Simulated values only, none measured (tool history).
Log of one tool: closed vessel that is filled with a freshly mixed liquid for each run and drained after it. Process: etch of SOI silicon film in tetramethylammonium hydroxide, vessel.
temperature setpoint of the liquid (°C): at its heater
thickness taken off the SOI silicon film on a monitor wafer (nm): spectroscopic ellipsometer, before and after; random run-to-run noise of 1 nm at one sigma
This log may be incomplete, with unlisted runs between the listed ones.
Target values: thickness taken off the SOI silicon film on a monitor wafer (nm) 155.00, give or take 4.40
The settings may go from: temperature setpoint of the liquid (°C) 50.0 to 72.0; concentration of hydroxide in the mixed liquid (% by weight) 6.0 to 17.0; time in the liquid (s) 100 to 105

| run | hour | temperature setpoint of the liquid (°C) | concentration of hydroxide in the mixed liquid (% by weight) | time in the liquid (s) | thickness taken off the SOI silicon film on a monitor wafer (nm) |
|---|---|---|---|---|---|
| 1 | 0.0 | 59.0 | 11.5 | 100 | 319.09 |
| 2 | 3.3 | 59.0 | 11.5 | 100 | 315.48 |
| 3 | 11.6 | 56.5 | 13.0 | 100 | 259.19 |
| 4 | 14.2 | 62.0 | 13.0 | 100 | 362.02 |
| 5 | 17.3 | 58.5 | 14.0 | 100 | 281.27 |
|  | 25.2 | hydroxide flow meter replaced |
| 6 | 25.2 | 56.0 | 14.5 | 100 | 230.37 |
| 7 | 26.9 | 54.5 | 14.5 | 100 | 205.47 |
| 8 | 35.2 | 53.5 | 14.5 | 100 | 194.51 |
| 9 | 37.6 | 52.5 | 14.5 | 100 | 182.92 |
| 10 | 40.8 | 52.0 | 14.5 | 100 | 178.82 |

Of the 4 settings listed for the next run, only one would bring every result within its allowed miss of target. Which one?
| A | 44.0 | 50.5 | 13.5 | 100 | ? |
| B | 44.0 | 53.0 | 15.0 | 105 | ? |
| C | 44.0 | 53.0 | 15.0 | 100 | ? |
| D | 44.0 | 50.5 | 16.0 | 100 | ? |

| move | thickness taken off the SOI silicon film on a monitor wafer (nm) |
|---|---|
| A | 165.94 |
| B | 194.49 |
| C | 185.23 |
| D | 153.76 |
A: gains on the last run, yet a result remains outside its allowed miss
B: its largest miss is bigger than the last run's
C: its largest miss is bigger than the last run's
D: hits every target within its allowed miss
The move that meets every target is D.
